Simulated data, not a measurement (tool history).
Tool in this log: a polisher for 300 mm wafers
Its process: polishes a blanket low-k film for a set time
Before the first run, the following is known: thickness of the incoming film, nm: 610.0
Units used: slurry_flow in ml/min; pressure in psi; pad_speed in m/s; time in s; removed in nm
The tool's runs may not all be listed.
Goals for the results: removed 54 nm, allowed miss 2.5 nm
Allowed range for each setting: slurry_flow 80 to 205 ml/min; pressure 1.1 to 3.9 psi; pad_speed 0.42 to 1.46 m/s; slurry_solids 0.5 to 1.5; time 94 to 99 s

run	hour	slurry_flow	pressure	pad_speed	slurry_solids	time	removed
1	0	135	2.5	0.94	1	94	42.481
2	7.7	135	1.9	0.94	1	94	32.051
3	10	135	2	0.94	1	94	34.268
4	17.2	135	2.1	0.94	1	94	34.898
5	24	135	2.1	1.04	1	94	38.078
6	27.3	135	2.2	1.04	1	94	39.32
7	34.7	135	2.3	1.04	1	94	42.726
8	39.2	135	2.4	1.04	1	94	44.173
9	44.2	140	2.6	1.04	1	94	46.811
10	46.6	140	2.8	1.04	1	94	50.336

Of the 5 settings listed for the next run, only one would bring every result within its allowed miss of target. Which one?
A	49	145	2.6	1	1.25	96	?
B	49	145	2.5	1.02	1.05	94	?
C	49	105	3.1	0.88	0.9	98	?
D	49	120	2.3	1.18	1.05	96	?
E	49	150	2.6	0.84	1.15	95	?

move	removed
A	54.785
B	47.611
C	45.435
D	48.385
E	45.419
A: every result lands within tolerance
B: its largest miss is bigger than the last run's
C: its largest miss is bigger than the last run's
D: its largest miss is bigger than the last run's
E: its largest miss is bigger than the last run's
So the answer is move A, the one that meets all the targets.
